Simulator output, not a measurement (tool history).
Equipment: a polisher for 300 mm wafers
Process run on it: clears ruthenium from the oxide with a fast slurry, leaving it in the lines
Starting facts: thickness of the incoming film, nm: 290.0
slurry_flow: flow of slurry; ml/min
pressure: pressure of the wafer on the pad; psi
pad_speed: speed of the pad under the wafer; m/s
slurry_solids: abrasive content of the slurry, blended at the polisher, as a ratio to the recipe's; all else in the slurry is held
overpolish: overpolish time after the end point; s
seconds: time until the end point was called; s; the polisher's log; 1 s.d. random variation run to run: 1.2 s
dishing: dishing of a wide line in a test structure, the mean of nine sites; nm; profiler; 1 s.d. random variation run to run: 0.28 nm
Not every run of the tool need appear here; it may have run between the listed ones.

| run | hour | slurry_flow | pressure | pad_speed | slurry_solids | overpolish | seconds | dishing |
|---|---|---|---|---|---|---|---|---|
| 1 | 0 | 250 | 2.4 | 0.78 | 1 | 25 | 99.334 | 58.859 |
| 2 | 3.2 | 250 | 2.4 | 0.78 | 0.9 | 25 | 102.96 | 58.12 |
| 3 | 4.7 | 250 | 2.3 | 0.78 | 1 | 22 | 103.51 | 52.62 |
| 4 | 9.5 | 235 | 2.4 | 0.7 | 1.05 | 20 | 106.83 | 45.94 |
| 5 | 11.8 | 220 | 2.5 | 0.64 | 1.15 | 18 | 106.6 | 41.555 |
| 6 | 13.8 | 220 | 2.5 | 0.52 | 1.15 | 18 | 118.59 | 37.089 |
| 7 | 21.9 | 210 | 2.5 | 0.5 | 1.2 | 16 | 123.31 | 32.327 |
|  | 24.1 | head pressure recalibrated |
| 8 | 24.1 | 200 | 2.6 | 0.48 | 1.25 | 15 | 107.58 | 34.709 |

Run 9 comes next. What will it give?
| 9 | 25.2 | 190 | 2.6 | 0.46 | 1.3 | 14 | ? | ? |

{"run 9": {"seconds": 111.93, "dishing": 32.918}}
